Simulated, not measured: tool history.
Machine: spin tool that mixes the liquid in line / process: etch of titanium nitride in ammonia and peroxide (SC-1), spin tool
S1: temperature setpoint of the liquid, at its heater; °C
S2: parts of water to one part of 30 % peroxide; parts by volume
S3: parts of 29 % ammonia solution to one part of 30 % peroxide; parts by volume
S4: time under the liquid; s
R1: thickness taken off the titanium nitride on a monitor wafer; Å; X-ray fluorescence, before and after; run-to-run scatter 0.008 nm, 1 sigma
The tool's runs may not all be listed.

run	day	S1	S2	S3	S4	R1
1	0.000	48.0	24.5	0.7	70	45.069
2	0.250	48.0	30.5	0.7	70	39.599
3	0.479	45.0	33.0	0.7	70	30.835
4	0.762	43.0	35.0	0.7	70	25.788
5	1.075	41.5	36.5	0.7	70	22.449
# day 1.183: ammonia flow meter replaced
6	1.183	48.0	36.5	0.7	70	35.676

Run 7, settings as shown, results not yet in. Your forecast:
7	1.512	45.0	37.5	0.7	70	?

R1: 28.126 Å
